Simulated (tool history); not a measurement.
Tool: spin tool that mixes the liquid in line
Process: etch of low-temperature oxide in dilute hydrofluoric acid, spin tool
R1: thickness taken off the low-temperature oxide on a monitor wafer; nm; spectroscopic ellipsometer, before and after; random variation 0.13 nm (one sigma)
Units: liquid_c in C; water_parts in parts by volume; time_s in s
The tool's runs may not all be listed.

Run 1, hour 0.0: liquid_c 26.0 C, water_parts 150 parts by volume, time_s 40 s. Result: R1 6.2496 nm.
Run 2, hour 2.3: liquid_c 28.0 C, water_parts 150 parts by volume, time_s 40 s. Result: R1 6.7778 nm.
Run 3, hour 10.8: liquid_c 29.5 C, water_parts 130 parts by volume, time_s 40 s. Result: R1 8.4161 nm.
Run 4, hour 12.1: liquid_c 29.5 C, water_parts 110 parts by volume, time_s 40 s. Result: R1 10.2100 nm.
Run 5, hour 17.6: liquid_c 30.5 C, water_parts 105 parts by volume, time_s 40 s. Result: R1 11.2210 nm.
Run 6, hour 20.8: liquid_c 31.5 C, water_parts 100 parts by volume, time_s 40 s. Result: R1 12.3550 nm.
Run 7, hour 26.4: liquid_c 32.0 C, water_parts 100 parts by volume, time_s 40 s. Result: R1 12.6090 nm.
Run 8, hour 34.8: liquid_c 32.5 C, water_parts 100 parts by volume, time_s 40 s. Result: R1 12.7190 nm.
Run 9, hour 38.7: liquid_c 33.0 C, water_parts 100 parts by volume, time_s 40 s. Result: R1 12.8510 nm.

Run 10 comes next. What will it give?
Run 10, hour 40.1: liquid_c 33.5 C, water_parts 100 parts by volume, time_s 40 s. Result: R1 ?.

Run 10 gave R1 13.3170 nm.

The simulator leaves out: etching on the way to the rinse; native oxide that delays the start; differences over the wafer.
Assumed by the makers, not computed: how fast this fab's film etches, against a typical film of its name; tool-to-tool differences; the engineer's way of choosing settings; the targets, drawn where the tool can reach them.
